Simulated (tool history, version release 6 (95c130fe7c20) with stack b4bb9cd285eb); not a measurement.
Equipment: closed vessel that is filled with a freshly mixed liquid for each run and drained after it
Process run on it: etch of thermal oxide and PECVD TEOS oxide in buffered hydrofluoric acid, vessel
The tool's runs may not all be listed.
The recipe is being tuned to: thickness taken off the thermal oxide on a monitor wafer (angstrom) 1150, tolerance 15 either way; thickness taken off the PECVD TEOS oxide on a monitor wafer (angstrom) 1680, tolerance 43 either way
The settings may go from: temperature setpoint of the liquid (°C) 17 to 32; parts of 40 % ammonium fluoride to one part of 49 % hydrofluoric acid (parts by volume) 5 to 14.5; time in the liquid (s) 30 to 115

| run | day | temperature setpoint of the liquid (°C) | parts of 40 % ammonium fluoride to one part of 49 % hydrofluoric acid (parts by volume) | time in the liquid (s) | thickness taken off the thermal oxide on a monitor wafer (angstrom) | thickness taken off the PECVD TEOS oxide on a monitor wafer (angstrom) |
|---|---|---|---|---|---|---|
| 1 | 0 | 25 | 9 | 60 | 775.4 | 1130.3 |
| 2 | 0.079 | 27.5 | 9 | 60 | 885.85 | 1315.7 |
| 3 | 0.379 | 27.5 | 11 | 60 | 759.01 | 1106.5 |
| 4 | 0.633 | 31 | 11 | 60 | 913.09 | 1323.9 |
| 5 | 0.683 | 31.5 | 10.5 | 60 | 978.62 | 1406.1 |
| 6 | 0.988 | 31.5 | 12.5 | 60 | 828.32 | 1216.4 |
| 7 | 1.333 | 31.5 | 11.5 | 60 | 892.62 | 1311.2 |
| 8 | 1.504 | 31.5 | 10.5 | 60 | 974.5 | 1422.7 |
| 9 | 1.638 | 31.5 | 10 | 60 | 1025.1 | 1492.3 |
| 10 | 1.817 | 31.5 | 9.5 | 60 | 1063.4 | 1545.1 |
| 11 | 1.871 | 32 | 9 | 60 | 1120.9 | 1653.9 |

Which single option among these 4 for the next run brings every result within its allowed miss of target? Just one does.
| A | 1.925 | 32 | 13 | 80 | ? | ? |
| B | 1.925 | 30 | 7 | 50 | ? | ? |
| C | 1.925 | 31 | 11.5 | 75 | ? | ? |
| D | 1.925 | 31 | 9 | 65 | ? | ? |

| move | thickness taken off the thermal oxide on a monitor wafer (angstrom) | thickness taken off the PECVD TEOS oxide on a monitor wafer (angstrom) |
|---|---|---|
| A | 1085 | 1598 |
| B | 1105.8 | 1628.7 |
| C | 1088.3 | 1602.9 |
| D | 1154.4 | 1700.1 |
A: moves away from the targets compared with the last run
B: moves away from the targets compared with the last run
C: moves away from the targets compared with the last run
D: every result within its allowed miss
Go with D: it meets all targets.
